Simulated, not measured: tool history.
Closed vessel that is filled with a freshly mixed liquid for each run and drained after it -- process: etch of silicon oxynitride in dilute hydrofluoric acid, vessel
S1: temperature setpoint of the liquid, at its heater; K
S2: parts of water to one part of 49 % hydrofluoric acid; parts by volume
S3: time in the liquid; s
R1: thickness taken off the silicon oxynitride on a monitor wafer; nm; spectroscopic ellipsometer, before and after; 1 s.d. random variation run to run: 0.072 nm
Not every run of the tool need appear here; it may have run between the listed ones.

{"run": 1, "hour": 0.0, "S1": 293.15, "S2": 115, "S3": 260, "R1": 4.1132}
{"run": 2, "hour": 4.2, "S1": 294.15, "S2": 110, "S3": 260, "R1": 4.5163}
{"run": 3, "hour": 4.9, "S1": 291.65, "S2": 110, "S3": 260, "R1": 4.0168}
{"run": 4, "hour": 11.8, "S1": 292.65, "S2": 110, "S3": 260, "R1": 4.2798}
{"run": 5, "hour": 17.5, "S1": 292.65, "S2": 110, "S3": 260, "R1": 4.2537}
{"run": 6, "hour": 20.7, "S1": 293.65, "S2": 110, "S3": 260, "R1": 4.522}
{"run": 7, "hour": 22.0, "S1": 293.65, "S2": 110, "S3": 260, "R1": 4.4322}

What will run 8 give?
{"run": 8, "hour": 27.3, "S1": 294.65, "S2": 110, "S3": 260, "R1": "?"}

{"run 8": {"R1": 4.5781}}

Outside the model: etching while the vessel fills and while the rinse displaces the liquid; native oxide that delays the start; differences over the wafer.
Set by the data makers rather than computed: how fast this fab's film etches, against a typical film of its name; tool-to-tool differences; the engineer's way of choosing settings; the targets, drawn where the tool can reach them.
